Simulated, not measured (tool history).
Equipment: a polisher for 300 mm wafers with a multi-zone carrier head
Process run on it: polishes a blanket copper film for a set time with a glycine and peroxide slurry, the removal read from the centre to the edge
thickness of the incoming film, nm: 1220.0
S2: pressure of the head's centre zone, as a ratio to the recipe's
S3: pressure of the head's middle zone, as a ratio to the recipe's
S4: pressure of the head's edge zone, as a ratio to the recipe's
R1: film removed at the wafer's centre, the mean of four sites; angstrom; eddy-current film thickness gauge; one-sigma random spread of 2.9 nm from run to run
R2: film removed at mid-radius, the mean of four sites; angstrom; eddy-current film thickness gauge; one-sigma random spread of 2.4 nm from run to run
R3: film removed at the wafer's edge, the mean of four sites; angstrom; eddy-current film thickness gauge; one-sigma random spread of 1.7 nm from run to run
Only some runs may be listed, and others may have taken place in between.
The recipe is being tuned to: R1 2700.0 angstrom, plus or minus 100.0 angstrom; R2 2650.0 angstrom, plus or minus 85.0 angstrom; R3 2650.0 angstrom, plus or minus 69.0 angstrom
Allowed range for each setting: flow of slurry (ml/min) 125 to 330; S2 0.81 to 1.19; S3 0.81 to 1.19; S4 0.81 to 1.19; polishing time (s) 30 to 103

run 1 hour=0.0 | flow_of_slurry_(ml/min)=210 S2=1.00 S3=1.00 S4=1.00 polishing_time_(s)=66 | R1=3105.2 R2=3153.2 R3=3194.7
run 2 hour=7.6 | flow_of_slurry_(ml/min)=210 S2=1.00 S3=1.00 S4=1.00 polishing_time_(s)=53 | R1=2518.3 R2=2579.2 R3=2547.0
run 3 hour=14.2 | flow_of_slurry_(ml/min)=210 S2=1.00 S3=1.06 S4=1.00 polishing_time_(s)=53 | R1=2534.8 R2=2652.1 R3=2510.8
run 4 hour=18.5 | flow_of_slurry_(ml/min)=210 S2=1.00 S3=1.02 S4=1.00 polishing_time_(s)=53 | R1=2509.8 R2=2529.7 R3=2523.0
run 5 hour=22.2 | flow_of_slurry_(ml/min)=210 S2=0.93 S3=1.02 S4=1.00 polishing_time_(s)=53 | R1=2301.1 R2=2594.2 R3=2516.3
run 6 hour=26.8 | flow_of_slurry_(ml/min)=210 S2=0.93 S3=1.05 S4=1.00 polishing_time_(s)=53 | R1=2359.8 R2=2681.3 R3=2536.2
run 7 hour=32.3 | flow_of_slurry_(ml/min)=225 S2=0.96 S3=1.04 S4=1.01 polishing_time_(s)=53 | R1=2427.6 R2=2685.9 R3=2560.1
run 8 hour=38.5 | flow_of_slurry_(ml/min)=230 S2=0.99 S3=1.03 S4=1.02 polishing_time_(s)=53 | R1=2555.5 R2=2624.9 R3=2595.9
run 9 hour=42.2 | flow_of_slurry_(ml/min)=240 S2=1.00 S3=1.03 S4=1.02 polishing_time_(s)=53 | R1=2531.8 R2=2674.4 R3=2581.8

Next run, 5 choices. One meets every target within its allowed miss, the rest don't. Which?
run A hour=45.9 | flow_of_slurry_(ml/min)=240 S2=1.14 S3=1.07 S4=1.03 polishing_time_(s)=54 | R1=? R2=? R3=?
run B hour=45.9 | flow_of_slurry_(ml/min)=205 S2=1.10 S3=0.99 S4=1.06 polishing_time_(s)=56 | R1=? R2=? R3=?
run C hour=45.9 | flow_of_slurry_(ml/min)=265 S2=1.01 S3=0.98 S4=1.15 polishing_time_(s)=55 | R1=? R2=? R3=?
run D hour=45.9 | flow_of_slurry_(ml/min)=235 S2=1.06 S3=1.04 S4=1.08 polishing_time_(s)=53 | R1=? R2=? R3=?
run E hour=45.9 | flow_of_slurry_(ml/min)=190 S2=1.02 S3=0.99 S4=1.06 polishing_time_(s)=57 | R1=? R2=? R3=?

move=A R1=2933.1 R2=2782.8 R3=2686.4
move=B R1=2860.8 R2=2659.5 R3=2772.9
move=C R1=2678.7 R2=2684.0 R3=2887.0
move=D R1=2666.8 R2=2665.7 R3=2680.8
move=E R1=2661.7 R2=2674.9 R3=2796.8
A: takes the result that was furthest off past its target
B: takes the result that was furthest off past its target
C: meets the target for the result that was furthest off, but another lies outside its allowed miss
D: each result inside its tolerance
E: meets the target for the result that was furthest off, but another lies outside its allowed miss
Move D is the one to make.
